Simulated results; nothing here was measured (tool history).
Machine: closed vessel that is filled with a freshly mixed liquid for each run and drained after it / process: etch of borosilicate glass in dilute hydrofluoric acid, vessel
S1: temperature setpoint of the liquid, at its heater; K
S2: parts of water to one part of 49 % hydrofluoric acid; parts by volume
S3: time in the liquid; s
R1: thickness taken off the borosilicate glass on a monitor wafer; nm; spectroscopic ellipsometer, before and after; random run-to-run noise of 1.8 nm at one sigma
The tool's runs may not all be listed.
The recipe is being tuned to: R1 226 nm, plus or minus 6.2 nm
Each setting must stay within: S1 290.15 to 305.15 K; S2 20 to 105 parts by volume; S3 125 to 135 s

Run 1, hour 0: S1 297.15 K, S2 55 parts by volume, S3 125 s. Result: R1 78.962 nm.
Run 2, hour 7.7: S1 298.15 K, S2 50 parts by volume, S3 125 s. Result: R1 91.172 nm.
Run 3, hour 10.4: S1 298.15 K, S2 50 parts by volume, S3 125 s. Result: R1 92.186 nm.
Run 4, hour 17.5: S1 298.15 K, S2 50 parts by volume, S3 135 s. Result: R1 100.07 nm.
Run 5, hour 21.7: S1 298.15 K, S2 60 parts by volume, S3 135 s. Result: R1 82.51 nm.
Run 6, hour 24.6: S1 298.15 K, S2 75 parts by volume, S3 135 s. Result: R1 64.323 nm.
Run 7, hour 30.7: S1 299.15 K, S2 70 parts by volume, S3 135 s. Result: R1 72.176 nm.
Run 8, hour 38.1: S1 303.15 K, S2 45 parts by volume, S3 135 s. Result: R1 136.37 nm.
Run 9, hour 40.8: S1 303.65 K, S2 40 parts by volume, S3 135 s. Result: R1 157.99 nm.

5 candidate next runs follow, results not yet known. Just one meets every target within its allowed miss. Identify it.
Run A, hour 43.5: S1 303.65 K, S2 50 parts by volume, S3 125 s. Result: R1 ?.
Run B, hour 43.5: S1 303.15 K, S2 30 parts by volume, S3 135 s. Result: R1 ?.
Run C, hour 43.5: S1 302.65 K, S2 30 parts by volume, S3 135 s. Result: R1 ?.
Run D, hour 43.5: S1 304.15 K, S2 30 parts by volume, S3 130 s. Result: R1 ?.
Run E, hour 43.5: S1 305.15 K, S2 30 parts by volume, S3 135 s. Result: R1 ?.

move      R1
   A  115.18
   B  209.74
   C  205.57
   D  210.19
   E  227.08
A: the biggest miss grows against the last run
B: nearer than the last run, and not there yet
C: nearer than the last run, and not there yet
D: nearer than the last run, and not there yet
E: all results in spec
Move E is the one to make.
